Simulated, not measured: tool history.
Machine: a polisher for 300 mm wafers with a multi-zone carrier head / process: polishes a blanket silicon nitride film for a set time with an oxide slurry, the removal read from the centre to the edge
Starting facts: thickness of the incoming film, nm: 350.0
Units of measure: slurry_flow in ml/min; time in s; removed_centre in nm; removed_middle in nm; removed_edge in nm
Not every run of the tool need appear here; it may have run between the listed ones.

run,hour,slurry_flow,centre_zone,middle_zone,edge_zone,slurry_solids,time,removed_centre,removed_middle,removed_edge
1,0,150,1,1,1,1,75,25.365,25.221,25.365
2,5,140,1.02,0.94,1,0.95,75,24.795,22.929,24.589
3,8.6,105,1.02,0.94,1,0.95,75,23.646,21.911,23.442
4,15.5,100,1.03,0.9,1,0.9,75,22.889,20.295,22.555
5,20.6,100,1.04,0.87,1,0.9,75,23.066,19.862,22.574
6,23.9,100,1.1,0.87,1,0.9,75,24.664,19.523,22.358

Run 7 comes next. What will it give?
7,28.5,100,1.09,0.85,1.01,0.9,75,?,?,?

removed_centre: 24.289 nm
removed_middle: 19.286 nm
removed_edge: 22.745 nm
